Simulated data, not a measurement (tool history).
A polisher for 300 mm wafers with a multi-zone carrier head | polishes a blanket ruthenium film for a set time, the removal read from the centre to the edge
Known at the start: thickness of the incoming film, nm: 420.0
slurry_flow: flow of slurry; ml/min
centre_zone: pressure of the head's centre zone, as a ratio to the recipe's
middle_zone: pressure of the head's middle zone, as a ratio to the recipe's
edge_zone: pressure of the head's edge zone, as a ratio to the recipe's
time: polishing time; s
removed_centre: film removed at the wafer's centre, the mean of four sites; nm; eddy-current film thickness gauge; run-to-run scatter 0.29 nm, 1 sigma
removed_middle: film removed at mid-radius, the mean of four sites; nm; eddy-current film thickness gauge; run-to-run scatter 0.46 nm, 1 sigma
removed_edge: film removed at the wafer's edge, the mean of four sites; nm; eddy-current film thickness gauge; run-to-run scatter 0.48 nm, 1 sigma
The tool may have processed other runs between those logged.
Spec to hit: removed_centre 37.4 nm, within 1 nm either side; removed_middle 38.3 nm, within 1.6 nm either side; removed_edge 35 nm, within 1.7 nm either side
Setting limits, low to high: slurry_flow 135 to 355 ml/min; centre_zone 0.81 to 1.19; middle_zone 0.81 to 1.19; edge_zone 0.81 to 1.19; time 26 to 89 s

{"run": 1, "hour": 0.0, "slurry_flow": 225, "centre_zone": 1, "middle_zone": 1, "edge_zone": 1, "time": 57, "removed_centre": 43.547, "removed_middle": 44.605, "removed_edge": 42.83}
{"run": 2, "hour": 1.8, "slurry_flow": 225, "centre_zone": 0.96, "middle_zone": 1, "edge_zone": 1, "time": 57, "removed_centre": 42.01, "removed_middle": 44.874, "removed_edge": 42.078}
{"run": 3, "hour": 7.2, "slurry_flow": 220, "centre_zone": 0.95, "middle_zone": 0.99, "edge_zone": 0.97, "time": 56, "removed_centre": 41.748, "removed_middle": 43.938, "removed_edge": 42.551}
{"run": 4, "hour": 10.2, "slurry_flow": 220, "centre_zone": 0.89, "middle_zone": 0.99, "edge_zone": 0.97, "time": 56, "removed_centre": 39.261, "removed_middle": 42.767, "removed_edge": 42.783}
{"run": 5, "hour": 12.4, "slurry_flow": 220, "centre_zone": 0.89, "middle_zone": 0.99, "edge_zone": 0.97, "time": 42, "removed_centre": 29.141, "removed_middle": 32.286, "removed_edge": 31.246}
{"run": 6, "hour": 20.2, "slurry_flow": 225, "centre_zone": 0.91, "middle_zone": 0.99, "edge_zone": 0.97, "time": 43, "removed_centre": 30.369, "removed_middle": 33.301, "removed_edge": 31.852}
{"run": 7, "hour": 28.5, "slurry_flow": 225, "centre_zone": 0.93, "middle_zone": 0.99, "edge_zone": 0.97, "time": 44, "removed_centre": 31.902, "removed_middle": 34.507, "removed_edge": 32.649}
{"run": 8, "hour": 34.0, "slurry_flow": 230, "centre_zone": 0.94, "middle_zone": 0.99, "edge_zone": 0.97, "time": 45, "removed_centre": 33.028, "removed_middle": 35.291, "removed_edge": 33.792}
{"run": 9, "hour": 41.8, "slurry_flow": 245, "centre_zone": 0.95, "middle_zone": 0.99, "edge_zone": 0.97, "time": 45, "removed_centre": 33.366, "removed_middle": 35.575, "removed_edge": 34.242}

Which single option among these 4 for the next run brings every result within its allowed miss of target? Just one does.
{"run": "A", "hour": 49.6, "slurry_flow": 195, "centre_zone": 1.07, "middle_zone": 1.07, "edge_zone": 0.99, "time": 47, "removed_centre": "?", "removed_middle": "?", "removed_edge": "?"}
{"run": "B", "hour": 49.6, "slurry_flow": 215, "centre_zone": 0.83, "middle_zone": 1.04, "edge_zone": 0.89, "time": 45, "removed_centre": "?", "removed_middle": "?", "removed_edge": "?"}
{"run": "C", "hour": 49.6, "slurry_flow": 190, "centre_zone": 1.13, "middle_zone": 1, "edge_zone": 0.92, "time": 50, "removed_centre": "?", "removed_middle": "?", "removed_edge": "?"}
{"run": "D", "hour": 49.6, "slurry_flow": 275, "centre_zone": 0.94, "middle_zone": 0.83, "edge_zone": 0.93, "time": 48, "removed_centre": "?", "removed_middle": "?", "removed_edge": "?"}

move=A removed_centre=37.568 removed_middle=37.864 removed_edge=35.164
move=B removed_centre=30.097 removed_middle=35.75 removed_edge=32.264
move=C removed_centre=41.545 removed_middle=37.933 removed_edge=36.102
move=D removed_centre=35.955 removed_middle=32.268 removed_edge=35.797
A: each result inside its tolerance
B: its largest miss is bigger than the last run's
C: takes the result that was furthest off past its target
D: better than the last run, though not everything is in spec
Answer: A

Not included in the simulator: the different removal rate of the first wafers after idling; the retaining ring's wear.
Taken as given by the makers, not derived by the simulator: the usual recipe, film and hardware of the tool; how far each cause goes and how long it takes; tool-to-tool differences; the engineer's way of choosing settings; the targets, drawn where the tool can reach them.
